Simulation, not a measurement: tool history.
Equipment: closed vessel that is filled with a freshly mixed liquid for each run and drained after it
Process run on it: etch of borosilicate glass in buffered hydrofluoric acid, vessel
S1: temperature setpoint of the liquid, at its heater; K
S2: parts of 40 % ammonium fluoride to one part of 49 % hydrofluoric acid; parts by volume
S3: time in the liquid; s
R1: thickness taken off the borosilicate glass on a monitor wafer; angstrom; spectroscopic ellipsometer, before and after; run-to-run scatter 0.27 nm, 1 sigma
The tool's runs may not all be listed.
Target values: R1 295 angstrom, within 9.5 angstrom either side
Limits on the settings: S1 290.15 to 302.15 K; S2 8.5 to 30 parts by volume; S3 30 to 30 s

run	hour	S1	S2	S3	R1
1	0	294.15	23	30	140.65
2	4.3	296.15	23	30	156.27
3	10.3	294.65	23	30	143.33
4	11.1	292.15	23	30	124.88
5	16.2	294.65	23	30	143.38
6	17.1	296.65	20	30	177.42
7	23.5	300.65	13	30	334.21
8	29.3	300.15	13	30	327.85
9	30.7	299.65	13	30	319.25
10	33.2	299.15	13	30	306.52

4 next moves are on the table. One of them brings every result within its allowed miss. Which?
A	35.7	297.15	11.5	30	?
B	35.7	299.15	13.5	30	?
C	35.7	298.15	12	30	?
D	35.7	300.15	13.5	30	?

move	R1
A	312.44
B	296.66
C	316.02
D	312.76
A: further off than the last run
B: all results land within tolerance of their targets
C: further off than the last run
D: further off than the last run
So the answer is move B, the one that meets all the targets.

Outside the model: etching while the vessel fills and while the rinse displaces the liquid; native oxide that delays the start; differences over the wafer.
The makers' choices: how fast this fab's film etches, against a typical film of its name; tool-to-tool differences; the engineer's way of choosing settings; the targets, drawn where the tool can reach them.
